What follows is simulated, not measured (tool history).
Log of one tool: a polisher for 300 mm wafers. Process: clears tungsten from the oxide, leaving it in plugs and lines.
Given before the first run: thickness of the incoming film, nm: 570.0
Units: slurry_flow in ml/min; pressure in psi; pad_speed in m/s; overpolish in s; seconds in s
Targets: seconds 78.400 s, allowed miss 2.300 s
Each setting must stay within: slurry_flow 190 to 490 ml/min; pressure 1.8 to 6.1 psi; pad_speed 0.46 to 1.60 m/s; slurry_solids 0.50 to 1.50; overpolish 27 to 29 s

| run | day | slurry_flow | pressure | pad_speed | slurry_solids | overpolish | seconds |
|---|---|---|---|---|---|---|---|
| 1 | 0.000 | 315 | 3.9 | 1.02 | 1.00 | 27 | 137.610 |
| 2 | 0.292 | 315 | 4.1 | 1.02 | 1.00 | 27 | 128.890 |
| 3 | 0.338 | 315 | 4.1 | 1.26 | 1.00 | 27 | 112.400 |
| 4 | 0.462 | 315 | 4.3 | 1.26 | 1.00 | 27 | 106.740 |
| 5 | 0.833 | 315 | 4.3 | 1.26 | 1.20 | 27 | 102.990 |
| 6 | 0.917 | 315 | 4.4 | 1.26 | 1.20 | 27 | 101.500 |
| 7 | 1.108 | 315 | 4.5 | 1.26 | 1.20 | 27 | 97.796 |
| 8 | 1.271 | 315 | 4.6 | 1.26 | 1.20 | 27 | 96.574 |
| 9 | 1.588 | 315 | 4.7 | 1.26 | 1.20 | 27 | 95.206 |
| 10 | 1.825 | 320 | 5.6 | 1.26 | 1.20 | 27 | 81.708 |
|  | 2.196 | slurry nozzle cleaned |
| 11 | 2.196 | 320 | 5.9 | 1.26 | 1.20 | 27 | 74.272 |

Which one of the following 5 next-run settings gets every result inside its allowed miss? There is exactly one.
| A | 2.567 | 255 | 5.5 | 1.30 | 1.20 | 29 | ? |
| B | 2.567 | 215 | 4.7 | 1.44 | 1.20 | 27 | ? |
| C | 2.567 | 315 | 5.2 | 1.22 | 1.35 | 29 | ? |
| D | 2.567 | 330 | 5.6 | 1.20 | 0.90 | 27 | ? |
| E | 2.567 | 260 | 5.2 | 1.28 | 1.05 | 29 | ? |

| move | seconds |
|---|---|
| A | 79.437 |
| B | 85.446 |
| C | 84.093 |
| D | 86.460 |
| E | 86.748 |
A: every result within its allowed miss
B: takes the biggest miss from the last run beyond its target
C: takes the biggest miss from the last run beyond its target
D: takes the biggest miss from the last run beyond its target
E: takes the biggest miss from the last run beyond its target
So the answer is move A, the one that meets all the targets.
